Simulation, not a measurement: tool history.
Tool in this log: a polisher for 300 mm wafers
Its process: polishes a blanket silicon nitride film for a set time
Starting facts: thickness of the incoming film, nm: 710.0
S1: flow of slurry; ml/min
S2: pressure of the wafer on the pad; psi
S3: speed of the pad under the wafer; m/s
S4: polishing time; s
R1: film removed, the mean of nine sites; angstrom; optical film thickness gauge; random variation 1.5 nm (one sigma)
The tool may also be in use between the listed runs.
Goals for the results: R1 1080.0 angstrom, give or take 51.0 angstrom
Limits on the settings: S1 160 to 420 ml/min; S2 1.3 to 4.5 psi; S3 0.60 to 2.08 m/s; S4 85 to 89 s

Run 1, hour 0.0: S1 270 ml/min, S2 2.9 psi, S3 1.34 m/s, S4 85 s. Result: R1 1298.3 angstrom.
Run 2, hour 7.8: S1 270 ml/min, S2 2.9 psi, S3 1.34 m/s, S4 85 s. Result: R1 1332.7 angstrom.
Run 3, hour 9.7: S1 270 ml/min, S2 2.9 psi, S3 1.34 m/s, S4 89 s. Result: R1 1383.5 angstrom.
Run 4, hour 17.0: S1 270 ml/min, S2 3.5 psi, S3 1.34 m/s, S4 89 s. Result: R1 1645.0 angstrom.
Run 5, hour 18.8: S1 210 ml/min, S2 3.5 psi, S3 1.34 m/s, S4 89 s. Result: R1 1576.6 angstrom.
Run 6, hour 25.4: S1 265 ml/min, S2 3.5 psi, S3 1.34 m/s, S4 89 s. Result: R1 1651.9 angstrom.
Run 7, hour 29.2: S1 245 ml/min, S2 2.7 psi, S3 1.28 m/s, S4 89 s. Result: R1 1262.7 angstrom.
Run 8, hour 30.6: S1 245 ml/min, S2 2.6 psi, S3 1.28 m/s, S4 89 s. Result: R1 1235.9 angstrom.
Run 9, hour 31.6: S1 245 ml/min, S2 2.5 psi, S3 1.28 m/s, S4 89 s. Result: R1 1187.8 angstrom.
Run 10, hour 35.1: S1 245 ml/min, S2 2.5 psi, S3 1.28 m/s, S4 89 s. Result: R1 1194.5 angstrom.
Run 11, hour 38.6: S1 245 ml/min, S2 2.4 psi, S3 1.28 m/s, S4 89 s. Result: R1 1132.0 angstrom.

Which single option among these 4 for the next run brings every result within its allowed miss of target? Just one does.
Run A, hour 42.1: S1 320 ml/min, S2 2.6 psi, S3 1.26 m/s, S4 89 s. Result: R1 ?.
Run B, hour 42.1: S1 180 ml/min, S2 2.4 psi, S3 1.38 m/s, S4 89 s. Result: R1 ?.
Run C, hour 42.1: S1 250 ml/min, S2 2.3 psi, S3 1.28 m/s, S4 87 s. Result: R1 ?.
Run D, hour 42.1: S1 330 ml/min, S2 2.5 psi, S3 1.26 m/s, S4 89 s. Result: R1 ?.

move      R1
   A  1226.9
   B  1188.0
   C  1079.1
   D  1189.3
A: moves away from the targets compared with the last run
B: moves away from the targets compared with the last run
C: meets every target
D: moves away from the targets compared with the last run
The right move is C.
